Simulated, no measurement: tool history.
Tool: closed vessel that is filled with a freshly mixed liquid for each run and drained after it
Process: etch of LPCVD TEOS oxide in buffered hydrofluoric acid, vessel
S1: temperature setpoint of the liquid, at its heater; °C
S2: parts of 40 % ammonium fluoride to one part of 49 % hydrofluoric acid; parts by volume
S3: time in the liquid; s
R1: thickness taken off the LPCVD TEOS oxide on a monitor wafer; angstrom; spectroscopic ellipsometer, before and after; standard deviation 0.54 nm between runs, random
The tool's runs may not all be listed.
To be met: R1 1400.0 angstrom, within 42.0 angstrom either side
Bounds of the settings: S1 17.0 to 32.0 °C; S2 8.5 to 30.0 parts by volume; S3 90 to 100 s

run  hour    S1    S2   S3      R1
  1   0.0  24.0  23.0   90  1922.9
  2   8.1  26.0  23.0   90  2155.7
  3  11.5  26.0  23.0  100  2409.9
  4  18.0  28.5  23.0  100  2742.1
  5  22.7  31.0  23.0  100  3130.0
  6  25.8  31.0  19.5  100  3541.8
  7  30.2  28.5  21.0  100  2929.4
  8  35.8  26.5  22.0  100  2543.8
  9  40.2  24.5  23.0  100  2233.0
 10  48.4  23.0  23.5  100  1997.4
 11  51.5  22.0  23.5  100  1899.5
 12  55.4  21.0  23.5  100  1790.6
 13  64.5  20.0  23.5  100  1703.2
 14  65.9  20.0  23.5  100  1711.6
 15  72.5  19.5  24.0  100  1637.3
 16  81.2  19.0  24.0  100  1581.3
 17  85.7  18.5  24.0  100  1541.4
 18  87.7  18.0  24.0  100  1494.7
 19  93.5  17.5  24.0  100  1452.4

Below are 5 possible settings for the next run. Only one of them brings all results inside the allowed miss of their targets. Which is it?
  A  99.3  19.0  23.0  95   ?
  B  99.3  19.0  23.5  95   ?
  C  99.3  19.0  26.5  95   ?
  D  99.3  17.0  19.0  90   ?
  E  99.3  17.0  25.0  95   ?

move      R1
   A  1551.5
   B  1528.6
   C  1406.7
   D  1519.9
   E  1306.8
A: lands further from the targets than the last run did
B: lands further from the targets than the last run did
C: hits every target within its allowed miss
D: lands further from the targets than the last run did
E: takes the result that was furthest off past its target
The move that meets every target is C.

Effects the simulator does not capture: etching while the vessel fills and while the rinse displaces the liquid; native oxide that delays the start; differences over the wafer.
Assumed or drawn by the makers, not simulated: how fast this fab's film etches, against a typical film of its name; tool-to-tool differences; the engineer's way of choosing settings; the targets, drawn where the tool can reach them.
